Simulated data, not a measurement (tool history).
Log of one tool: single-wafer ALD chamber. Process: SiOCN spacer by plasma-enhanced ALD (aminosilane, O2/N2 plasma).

run,day,heater temperature setpoint (°C),number of ALD cycles (cycles),mean film thickness on the monitor wafer (Å)
1,0.000,390,76,47.902
2,0.079,400,76,47.887
3,0.108,400,67,42.330
4,0.417,393,67,41.957
5,0.788,393,73,45.717
6,0.954,393,62,39.105
7,1.088,393,74,46.498
8,1.279,393,78,49.144
9,1.392,393,81,50.847

Run 10 has not been measured yet. What should we expect?
10,1.721,393,84,?

{"run 10": {"mean film thickness on the monitor wafer (Å)": 52.861}}

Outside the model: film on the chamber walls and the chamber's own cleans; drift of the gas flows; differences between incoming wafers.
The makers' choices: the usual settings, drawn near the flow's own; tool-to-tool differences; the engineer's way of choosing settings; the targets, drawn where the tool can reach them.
